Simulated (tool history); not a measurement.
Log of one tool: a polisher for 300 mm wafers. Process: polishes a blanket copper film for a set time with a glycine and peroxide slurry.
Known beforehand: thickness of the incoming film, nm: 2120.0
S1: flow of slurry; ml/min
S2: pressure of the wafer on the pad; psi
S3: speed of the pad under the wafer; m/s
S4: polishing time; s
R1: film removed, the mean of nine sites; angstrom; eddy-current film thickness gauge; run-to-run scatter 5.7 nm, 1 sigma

run 1 day=0.000 | S1=305 S2=2.8 S3=1.12 S4=93 | R1=4267.4
run 2 day=0.096 | S1=305 S2=3.2 S3=1.12 S4=93 | R1=4817.4
run 3 day=0.317 | S1=305 S2=3.3 S3=1.12 S4=93 | R1=4859.7
run 4 day=0.658 | S1=305 S2=3.3 S3=0.84 S4=93 | R1=3981.8
run 5 day=0.717 | S1=305 S2=3.6 S3=0.86 S4=93 | R1=4467.9
run 6 day=0.800 | S1=305 S2=3.8 S3=0.86 S4=93 | R1=4663.9
-- day=0.871 head pressure recalibrated
run 7 day=0.871 | S1=305 S2=4.0 S3=0.86 S4=93 | R1=5130.4

Run 8 is up next; what results do you expect?
run 8 day=0.962 | S1=305 S2=4.1 S3=0.86 S4=93 | R1=?

Run 8 came out at R1 5285.8 angstrom.
